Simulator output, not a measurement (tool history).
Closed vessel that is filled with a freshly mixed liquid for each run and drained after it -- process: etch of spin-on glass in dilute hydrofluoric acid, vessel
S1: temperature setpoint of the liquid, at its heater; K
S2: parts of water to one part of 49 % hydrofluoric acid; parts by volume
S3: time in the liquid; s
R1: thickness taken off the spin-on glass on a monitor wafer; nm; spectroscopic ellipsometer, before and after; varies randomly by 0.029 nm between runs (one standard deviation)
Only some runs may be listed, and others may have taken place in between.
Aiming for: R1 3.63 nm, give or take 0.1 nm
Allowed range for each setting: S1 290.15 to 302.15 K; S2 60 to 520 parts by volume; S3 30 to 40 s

run,day,S1,S2,S3,R1
1,0,294.15,290,40,4.3749
2,0.225,294.15,290,30,3.2338
3,0.246,294.15,385,30,2.2706
4,0.538,295.15,380,30,2.3683
5,0.592,293.65,380,30,2.2635
6,0.633,294.65,375,30,2.3856
7,0.775,294.65,375,30,2.3782
8,1.129,295.65,365,30,2.5604
9,1.233,295.65,365,30,2.5545
10,1.288,295.65,365,30,2.5594
11,1.6,296.65,360,30,2.6534
12,1.671,297.15,350,30,2.8425
13,1.796,301.15,330,30,3.4989

Exactly one of the 4 candidate moves below puts every result within its allowed miss. Which one?
A,1.921,297.15,305,30,?
B,1.921,298.15,300,30,?
C,1.921,301.65,345,30,?
D,1.921,300.65,380,35,?

move,R1
A,3.3674
B,3.561
C,3.3226
D,3.2923
A: moves away from the targets compared with the last run
B: in spec on every target
C: moves away from the targets compared with the last run
D: moves away from the targets compared with the last run
Correct choice: B, which meets every target

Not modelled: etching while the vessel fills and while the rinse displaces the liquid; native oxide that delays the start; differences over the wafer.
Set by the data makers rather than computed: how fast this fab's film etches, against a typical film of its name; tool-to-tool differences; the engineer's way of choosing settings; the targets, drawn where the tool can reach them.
